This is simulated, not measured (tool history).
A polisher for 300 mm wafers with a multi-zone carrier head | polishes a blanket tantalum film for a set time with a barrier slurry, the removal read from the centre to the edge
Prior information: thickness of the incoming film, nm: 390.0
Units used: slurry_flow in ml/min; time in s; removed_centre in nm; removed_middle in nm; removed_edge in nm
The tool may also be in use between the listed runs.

{"run": 1, "hour": 0.0, "slurry_flow": 230, "centre_zone": 1, "middle_zone": 1, "edge_zone": 1, "slurry_solids": 1, "time": 71, "removed_centre": 147.54, "removed_middle": 138.44, "removed_edge": 135.36}
{"run": 2, "hour": 4.2, "slurry_flow": 240, "centre_zone": 0.99, "middle_zone": 1.05, "edge_zone": 1.05, "slurry_solids": 1.15, "time": 73, "removed_centre": 160.37, "removed_middle": 156.14, "removed_edge": 149.51}
{"run": 3, "hour": 9.8, "slurry_flow": 240, "centre_zone": 0.99, "middle_zone": 1.05, "edge_zone": 1.01, "slurry_solids": 1.15, "time": 73, "removed_centre": 161.19, "removed_middle": 157.84, "removed_edge": 147.26}
{"run": 4, "hour": 13.4, "slurry_flow": 250, "centre_zone": 0.97, "middle_zone": 1.08, "edge_zone": 1.05, "slurry_solids": 1.25, "time": 75, "removed_centre": 166.04, "removed_middle": 172.42, "removed_edge": 159.77}
{"run": 5, "hour": 16.5, "slurry_flow": 265, "centre_zone": 0.97, "middle_zone": 1.11, "edge_zone": 1.09, "slurry_solids": 1.35, "time": 76, "removed_centre": 173.28, "removed_middle": 181.15, "removed_edge": 167.15}
{"run": 6, "hour": 18.1, "slurry_flow": 265, "centre_zone": 0.97, "middle_zone": 1.13, "edge_zone": 1.11, "slurry_solids": 1.4, "time": 78, "removed_centre": 178.53, "removed_middle": 192.8, "removed_edge": 177.76}
{"run": 7, "hour": 25.9, "slurry_flow": 275, "centre_zone": 0.98, "middle_zone": 1.15, "edge_zone": 1.13, "slurry_solids": 1.45, "time": 78, "removed_centre": 181.57, "removed_middle": 195.26, "removed_edge": 180.29}

What will run 8 give?
{"run": 8, "hour": 27.2, "slurry_flow": 280, "centre_zone": 0.98, "middle_zone": 1.16, "edge_zone": 1.14, "slurry_solids": 1.45, "time": 79, "removed_centre": "?", "removed_middle": "?", "removed_edge": "?"}

removed_centre: 187.63 nm
removed_middle: 200.3 nm
removed_edge: 183.7 nm
